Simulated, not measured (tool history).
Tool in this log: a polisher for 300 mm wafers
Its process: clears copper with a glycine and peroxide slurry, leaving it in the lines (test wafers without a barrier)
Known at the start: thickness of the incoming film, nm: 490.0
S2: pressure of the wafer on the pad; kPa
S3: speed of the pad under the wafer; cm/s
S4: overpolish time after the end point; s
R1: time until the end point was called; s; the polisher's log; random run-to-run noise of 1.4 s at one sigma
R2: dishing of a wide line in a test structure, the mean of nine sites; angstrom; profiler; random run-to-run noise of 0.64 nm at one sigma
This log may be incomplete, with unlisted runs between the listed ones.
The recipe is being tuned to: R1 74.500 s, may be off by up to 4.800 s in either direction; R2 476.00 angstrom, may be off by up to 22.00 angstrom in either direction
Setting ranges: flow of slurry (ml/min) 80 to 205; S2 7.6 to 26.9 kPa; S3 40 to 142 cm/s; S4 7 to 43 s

Run 1, hour 0.0: flow of slurry (ml/min) 135, S2 17.2 kPa, S3 90 cm/s, S4 22 s. Result: R1 98.596 s, R2 647.82 angstrom.
Run 2, hour 8.8: flow of slurry (ml/min) 135, S2 13.1 kPa, S3 90 cm/s, S4 22 s. Result: R1 128.130 s, R2 557.12 angstrom.
Run 3, hour 17.0: flow of slurry (ml/min) 135, S2 14.5 kPa, S3 90 cm/s, S4 20 s. Result: R1 117.980 s, R2 545.02 angstrom.
Run 4, hour 22.3: flow of slurry (ml/min) 135, S2 14.5 kPa, S3 90 cm/s, S4 11 s. Result: R1 114.510 s, R2 351.07 angstrom.
Run 5, hour 29.0: flow of slurry (ml/min) 120, S2 14.5 kPa, S3 90 cm/s, S4 11 s. Result: R1 122.680 s, R2 335.62 angstrom.
Run 6, hour 32.7: flow of slurry (ml/min) 120, S2 11.0 kPa, S3 90 cm/s, S4 11 s. Result: R1 147.700 s, R2 290.24 angstrom.
Run 7, hour 33.4: flow of slurry (ml/min) 120, S2 11.0 kPa, S3 90 cm/s, S4 11 s. Result: R1 144.650 s, R2 287.36 angstrom.
Run 8, hour 35.1: flow of slurry (ml/min) 130, S2 12.4 kPa, S3 90 cm/s, S4 11 s. Result: R1 132.850 s, R2 310.91 angstrom.
Run 9, hour 40.7: flow of slurry (ml/min) 160, S2 17.2 kPa, S3 98 cm/s, S4 9 s. Result: R1 96.071 s, R2 361.28 angstrom.
Run 10, hour 44.6: flow of slurry (ml/min) 160, S2 17.9 kPa, S3 98 cm/s, S4 9 s. Result: R1 87.591 s, R2 369.49 angstrom.
Run 11, hour 53.1: flow of slurry (ml/min) 160, S2 18.6 kPa, S3 98 cm/s, S4 9 s. Result: R1 86.346 s, R2 375.83 angstrom.
Run 12, hour 56.2: flow of slurry (ml/min) 160, S2 22.8 kPa, S3 98 cm/s, S4 13 s. Result: R1 71.306 s, R2 566.78 angstrom.
Run 13, hour 57.2: flow of slurry (ml/min) 165, S2 21.4 kPa, S3 100 cm/s, S4 12 s. Result: R1 75.964 s, R2 531.21 angstrom.
Run 14, hour 60.8: flow of slurry (ml/min) 165, S2 21.4 kPa, S3 102 cm/s, S4 11 s. Result: R1 77.209 s, R2 500.62 angstrom.
Run 15, hour 68.9: flow of slurry (ml/min) 175, S2 21.4 kPa, S3 100 cm/s, S4 11 s. Result: R1 76.821 s, R2 518.82 angstrom.

Exercise: of the 4 proposed moves below, exactly one satisfies all targets within the stated allowed misses. Which move is it?
Run A, hour 77.0: flow of slurry (ml/min) 150, S2 26.9 kPa, S3 82 cm/s, S4 9 s. Result: R1 ?, R2 ?.
Run B, hour 77.0: flow of slurry (ml/min) 185, S2 22.1 kPa, S3 96 cm/s, S4 14 s. Result: R1 ?, R2 ?.
Run C, hour 77.0: flow of slurry (ml/min) 170, S2 22.8 kPa, S3 98 cm/s, S4 12 s. Result: R1 ?, R2 ?.
Run D, hour 77.0: flow of slurry (ml/min) 195, S2 22.1 kPa, S3 96 cm/s, S4 10 s. Result: R1 ?, R2 ?.

move      R1      R2
   A  75.494  440.10
   B  77.027  603.86
   C  74.763  551.20
   D  76.507  469.41
A: pushes the last run's worst result past its target
B: lands further from the targets than the last run did
C: lands further from the targets than the last run did
D: every result within its allowed miss
The right move is D.

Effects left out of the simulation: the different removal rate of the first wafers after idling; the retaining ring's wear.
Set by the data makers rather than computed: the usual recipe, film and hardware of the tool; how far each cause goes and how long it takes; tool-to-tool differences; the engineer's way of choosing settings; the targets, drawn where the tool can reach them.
